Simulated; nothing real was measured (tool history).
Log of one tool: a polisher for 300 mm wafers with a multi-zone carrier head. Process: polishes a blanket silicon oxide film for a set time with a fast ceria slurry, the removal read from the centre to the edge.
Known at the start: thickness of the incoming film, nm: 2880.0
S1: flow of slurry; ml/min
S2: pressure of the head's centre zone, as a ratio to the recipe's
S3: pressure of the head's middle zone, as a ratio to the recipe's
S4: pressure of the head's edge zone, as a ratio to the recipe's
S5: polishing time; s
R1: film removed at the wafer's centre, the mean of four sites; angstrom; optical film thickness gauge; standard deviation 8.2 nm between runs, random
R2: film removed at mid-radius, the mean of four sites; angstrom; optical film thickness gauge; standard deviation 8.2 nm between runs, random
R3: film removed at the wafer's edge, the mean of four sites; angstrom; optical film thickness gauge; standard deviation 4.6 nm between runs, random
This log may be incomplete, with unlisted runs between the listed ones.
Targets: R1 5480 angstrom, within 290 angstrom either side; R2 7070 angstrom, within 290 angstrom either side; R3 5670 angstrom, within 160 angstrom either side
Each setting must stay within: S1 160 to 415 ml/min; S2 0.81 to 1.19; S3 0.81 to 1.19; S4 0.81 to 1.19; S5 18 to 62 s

run	hour	S1	S2	S3	S4	S5	R1	R2	R3
1	0	265	1	1	1	40	9942	10710	10297
2	6.5	265	1	0.95	1	40	9802.5	10058	10149
3	12	230	1	0.95	1	40	9717.5	10062	10004
4	19.8	220	0.99	0.97	0.98	37	8948.3	9271.8	9175.8
5	27.9	220	1.05	0.97	0.98	37	9263.4	9269.5	9310.4
6	32.9	220	1.05	0.97	1.02	37	9130.8	9347.4	9338.2
7	35.4	215	1.03	1	1	34	8457.8	8857.8	8514.6
8	36.4	210	0.93	1.1	0.9	23	5194.6	6340	5431.1
9	39.4	220	0.93	1.11	0.91	23	5103.4	6447.4	5463.9
10	47.2	225	0.94	1.12	0.91	23	5124.9	6391.5	5517.9

Exercise: of the 4 proposed moves below, exactly one satisfies all targets within the stated allowed misses. Which move is it?
A	55	285	0.93	1.14	0.85	24	?	?	?
B	55	185	0.88	1.15	0.94	23	?	?	?
C	55	215	0.85	1.19	0.95	23	?	?	?
D	55	220	1	0.99	1.07	22	?	?	?

move	R1	R2	R3
A	5613.8	7028.9	5776.8
B	4765.1	6399.5	5546.7
C	4723.9	6746.7	5669.7
D	5341.9	5541.8	5774.5
A: every result within its allowed miss
B: further off than the last run
C: further off than the last run
D: further off than the last run
Correct choice: A, which meets every target
